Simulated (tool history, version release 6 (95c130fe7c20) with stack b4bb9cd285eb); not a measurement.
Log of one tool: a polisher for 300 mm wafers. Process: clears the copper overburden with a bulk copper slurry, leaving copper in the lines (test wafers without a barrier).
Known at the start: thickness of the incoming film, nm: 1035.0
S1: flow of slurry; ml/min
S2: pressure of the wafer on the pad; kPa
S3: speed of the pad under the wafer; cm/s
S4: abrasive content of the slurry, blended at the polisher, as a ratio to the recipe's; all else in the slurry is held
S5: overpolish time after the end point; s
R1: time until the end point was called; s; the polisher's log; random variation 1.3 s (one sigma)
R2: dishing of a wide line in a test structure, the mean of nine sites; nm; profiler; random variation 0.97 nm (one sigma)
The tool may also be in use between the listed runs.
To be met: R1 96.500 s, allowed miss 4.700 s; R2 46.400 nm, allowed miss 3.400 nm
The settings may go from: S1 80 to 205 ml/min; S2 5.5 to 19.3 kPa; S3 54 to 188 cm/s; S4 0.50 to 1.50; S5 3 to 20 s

| run | hour | S1 | S2 | S3 | S4 | S5 | R1 | R2 |
|---|---|---|---|---|---|---|---|---|
| 1 | 0.0 | 135 | 12.4 | 120 | 1.00 | 10 | 135.860 | 46.588 |
| 2 | 8.3 | 135 | 12.4 | 100 | 1.00 | 10 | 161.870 | 40.095 |
| 3 | 12.6 | 145 | 12.4 | 100 | 1.00 | 10 | 159.690 | 40.406 |
| 4 | 13.6 | 145 | 12.4 | 100 | 1.15 | 10 | 154.500 | 41.284 |
| 5 | 15.0 | 145 | 12.4 | 126 | 1.15 | 10 | 123.500 | 49.388 |
| 6 | 20.2 | 150 | 13.1 | 126 | 1.15 | 9 | 116.820 | 47.733 |
| 7 | 25.5 | 150 | 13.1 | 126 | 1.15 | 9 | 118.490 | 47.824 |
| 8 | 28.5 | 150 | 13.8 | 126 | 1.15 | 8 | 113.960 | 46.072 |
| 9 | 32.6 | 150 | 14.5 | 126 | 1.15 | 8 | 105.860 | 46.425 |

Which of these 4 next moves meets every target?
| A | 36.7 | 140 | 15.9 | 130 | 1.10 | 7 | ? | ? |
| B | 36.7 | 155 | 14.5 | 124 | 1.25 | 8 | ? | ? |
| C | 36.7 | 125 | 16.5 | 146 | 1.20 | 6 | ? | ? |
| D | 36.7 | 170 | 15.2 | 144 | 1.20 | 9 | ? | ? |

| move | R1 | R2 |
|---|---|---|
| A | 98.376 | 46.786 |
| B | 106.680 | 48.272 |
| C | 84.593 | 46.821 |
| D | 88.800 | 59.565 |
A: meets every target
B: further off than the last run
C: takes the result that was furthest off past its target
D: takes the result that was furthest off past its target
Answer: A

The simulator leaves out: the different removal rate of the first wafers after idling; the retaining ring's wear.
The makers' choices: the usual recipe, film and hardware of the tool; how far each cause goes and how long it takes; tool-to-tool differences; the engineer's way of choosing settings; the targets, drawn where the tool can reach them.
